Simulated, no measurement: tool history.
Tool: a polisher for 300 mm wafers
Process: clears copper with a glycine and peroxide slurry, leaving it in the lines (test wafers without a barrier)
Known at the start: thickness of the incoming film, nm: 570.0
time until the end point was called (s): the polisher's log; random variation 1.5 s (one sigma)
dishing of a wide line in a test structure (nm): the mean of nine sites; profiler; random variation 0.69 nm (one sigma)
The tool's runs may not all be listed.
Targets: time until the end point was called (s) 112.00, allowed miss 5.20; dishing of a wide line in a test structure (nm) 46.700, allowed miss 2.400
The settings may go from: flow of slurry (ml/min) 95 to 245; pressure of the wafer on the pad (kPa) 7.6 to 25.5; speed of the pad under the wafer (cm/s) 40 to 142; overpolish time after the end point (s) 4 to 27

| run | hour | flow of slurry (ml/min) | pressure of the wafer on the pad (kPa) | speed of the pad under the wafer (cm/s) | overpolish time after the end point (s) | time until the end point was called (s) | dishing of a wide line in a test structure (nm) |
|---|---|---|---|---|---|---|---|
| 1 | 0.0 | 155 | 16.5 | 90 | 14 | 163.55 | 33.074 |
| 2 | 6.9 | 155 | 16.5 | 90 | 18 | 163.76 | 37.189 |
| 3 | 8.1 | 160 | 17.9 | 90 | 18 | 150.86 | 40.194 |
| 4 | 10.6 | 160 | 17.9 | 90 | 16 | 149.09 | 37.360 |
| 5 | 18.5 | 160 | 17.9 | 72 | 16 | 178.80 | 33.485 |
| 6 | 21.4 | 160 | 17.9 | 72 | 10 | 175.53 | 22.629 |
| 7 | 28.4 | 160 | 18.6 | 76 | 11 | 165.14 | 25.610 |
| 8 | 35.9 | 160 | 19.3 | 78 | 12 | 159.67 | 28.700 |
| 9 | 36.7 | 160 | 20.0 | 80 | 12 | 154.04 | 30.108 |
| 10 | 45.6 | 160 | 20.7 | 82 | 12 | 141.07 | 30.421 |
| 11 | 54.4 | 160 | 21.4 | 82 | 13 | 144.01 | 33.047 |
| 12 | 60.1 | 165 | 22.1 | 84 | 13 | 135.66 | 34.529 |

Which of these 5 next moves meets every target?
| A | 65.8 | 130 | 23.4 | 104 | 17 | ? | ? |
| B | 65.8 | 175 | 23.4 | 112 | 20 | ? | ? |
| C | 65.8 | 170 | 22.1 | 94 | 15 | ? | ? |
| D | 65.8 | 170 | 18.6 | 68 | 16 | ? | ? |
| E | 65.8 | 175 | 23.4 | 90 | 14 | ? | ? |

| move | time until the end point was called (s) | dishing of a wide line in a test structure (nm) |
|---|---|---|
| A | 113.29 | 46.447 |
| B | 101.78 | 53.172 |
| C | 124.72 | 40.772 |
| D | 184.27 | 32.977 |
| E | 122.60 | 39.536 |
A: meets every target
B: takes the result that was furthest off past its target
C: nearer than the last run, and not there yet
D: further off than the last run
E: nearer than the last run, and not there yet
The right move is A.
